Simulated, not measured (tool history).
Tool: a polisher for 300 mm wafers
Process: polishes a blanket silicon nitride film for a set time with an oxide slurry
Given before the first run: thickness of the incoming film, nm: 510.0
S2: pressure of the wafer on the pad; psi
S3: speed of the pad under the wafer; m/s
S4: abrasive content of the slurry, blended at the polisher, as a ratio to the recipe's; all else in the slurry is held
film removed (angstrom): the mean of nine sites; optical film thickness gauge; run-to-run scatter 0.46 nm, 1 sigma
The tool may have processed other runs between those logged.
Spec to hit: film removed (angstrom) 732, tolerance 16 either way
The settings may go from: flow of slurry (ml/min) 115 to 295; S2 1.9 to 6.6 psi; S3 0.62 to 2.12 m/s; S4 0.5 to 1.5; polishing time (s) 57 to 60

Run 1, hour 0: flow of slurry (ml/min) 190, S2 4.2 psi, S3 1.36 m/s, S4 1, polishing time (s) 57. Result: film removed (angstrom) 625.45.
Run 2, hour 2.1: flow of slurry (ml/min) 190, S2 4.2 psi, S3 1.36 m/s, S4 0.9, polishing time (s) 57. Result: film removed (angstrom) 600.9.
Run 3, hour 7.8: flow of slurry (ml/min) 190, S2 3.8 psi, S3 1.36 m/s, S4 0.9, polishing time (s) 57. Result: film removed (angstrom) 541.37.
Run 4, hour 9.3: flow of slurry (ml/min) 190, S2 4.9 psi, S3 1.36 m/s, S4 0.9, polishing time (s) 57. Result: film removed (angstrom) 694.24.
Run 5, hour 14.6: flow of slurry (ml/min) 190, S2 5.4 psi, S3 1.36 m/s, S4 0.9, polishing time (s) 57. Result: film removed (angstrom) 760.22.
Run 6, hour 21.5: flow of slurry (ml/min) 190, S2 5.4 psi, S3 1.36 m/s, S4 0.9, polishing time (s) 60. Result: film removed (angstrom) 800.03.
Run 7, hour 25.5: flow of slurry (ml/min) 180, S2 5.3 psi, S3 1.36 m/s, S4 0.9, polishing time (s) 60. Result: film removed (angstrom) 773.58.
Run 8, hour 32.2: flow of slurry (ml/min) 170, S2 5.3 psi, S3 1.36 m/s, S4 0.9, polishing time (s) 60. Result: film removed (angstrom) 782.32.

Consider the 4 candidate settings below. Which is the only one whose results all fall within their allowed miss of target?
Run A, hour 38.9: flow of slurry (ml/min) 195, S2 5.8 psi, S3 1.24 m/s, S4 0.9, polishing time (s) 60. Result: film removed (angstrom) ?.
Run B, hour 38.9: flow of slurry (ml/min) 155, S2 5.8 psi, S3 1.18 m/s, S4 1.25, polishing time (s) 59. Result: film removed (angstrom) ?.
Run C, hour 38.9: flow of slurry (ml/min) 170, S2 4.9 psi, S3 1.38 m/s, S4 1, polishing time (s) 57. Result: film removed (angstrom) ?.
Run D, hour 38.9: flow of slurry (ml/min) 205, S2 5.5 psi, S3 1.42 m/s, S4 0.65, polishing time (s) 60. Result: film removed (angstrom) ?.

move  film removed (angstrom)
   A                    802.1
   B                   875.03
   C                   729.98
   D                   691.04
A: the biggest miss grows against the last run
B: the biggest miss grows against the last run
C: each result inside its tolerance
D: the result that was furthest off in the last run now lies on the other side of its target
C is the move that brings every result within its allowed miss.

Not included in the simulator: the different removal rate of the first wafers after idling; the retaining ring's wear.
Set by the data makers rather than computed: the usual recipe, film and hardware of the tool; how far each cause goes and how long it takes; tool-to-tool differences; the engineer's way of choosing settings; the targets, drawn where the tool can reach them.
